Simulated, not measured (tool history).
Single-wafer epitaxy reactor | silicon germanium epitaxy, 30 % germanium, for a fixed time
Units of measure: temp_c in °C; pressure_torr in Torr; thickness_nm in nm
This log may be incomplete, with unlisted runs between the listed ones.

Run 1, day 0.000: temp_c 590 °C, pressure_torr 25.2 Torr. Result: thickness_nm 52.389 nm.
Run 2, day 0.175: temp_c 592 °C, pressure_torr 25.3 Torr. Result: thickness_nm 54.217 nm.
Run 3, day 0.479: temp_c 592 °C, pressure_torr 27.6 Torr. Result: thickness_nm 56.992 nm.
Run 4, day 0.792: temp_c 585 °C, pressure_torr 27.6 Torr. Result: thickness_nm 50.094 nm.
Run 5, day 0.988: temp_c 588 °C, pressure_torr 27.7 Torr. Result: thickness_nm 52.993 nm.
Run 6, day 1.283: temp_c 584 °C, pressure_torr 27.7 Torr. Result: thickness_nm 49.026 nm.
Run 7, day 1.371: temp_c 587 °C, pressure_torr 27.8 Torr. Result: thickness_nm 51.742 nm.
Run 8, day 1.592: temp_c 590 °C, pressure_torr 27.9 Torr. Result: thickness_nm 55.416 nm.

Expected results for the next run?
Run 9, day 1.729: temp_c 592 °C, pressure_torr 28.0 Torr. Result: thickness_nm ?.

{"run 9": {"thickness_nm": 57.042}}
